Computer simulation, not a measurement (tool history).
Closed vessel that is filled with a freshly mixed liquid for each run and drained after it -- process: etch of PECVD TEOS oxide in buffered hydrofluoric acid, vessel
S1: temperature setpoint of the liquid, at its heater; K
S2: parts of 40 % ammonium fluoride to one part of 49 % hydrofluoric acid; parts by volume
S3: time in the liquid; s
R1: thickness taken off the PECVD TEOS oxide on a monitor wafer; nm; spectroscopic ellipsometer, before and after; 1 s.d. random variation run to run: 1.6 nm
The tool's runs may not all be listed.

run 1 day=0 | S1=295.15 S2=11 S3=100 | R1=302.88
run 2 day=0.162 | S1=295.15 S2=11 S3=110 | R1=332.96
run 3 day=0.467 | S1=295.15 S2=9.5 S3=110 | R1=387.7
run 4 day=0.75 | S1=295.15 S2=7 S3=110 | R1=508.39
run 5 day=1.033 | S1=295.15 S2=7 S3=110 | R1=505.07
run 6 day=1.321 | S1=294.15 S2=8 S3=110 | R1=415.11
run 7 day=1.533 | S1=293.15 S2=8 S3=110 | R1=392.76
run 8 day=1.788 | S1=290.15 S2=11 S3=110 | R1=251.85
-- day=1.917 hydrofluoric acid flow meter replaced
run 9 day=1.917 | S1=291.65 S2=11 S3=110 | R1=305.68

Run 10 comes next. What will it give?
run 10 day=2.188 | S1=290.15 S2=11 S3=110 | R1=?

{"run 10": {"R1": 285.22}}
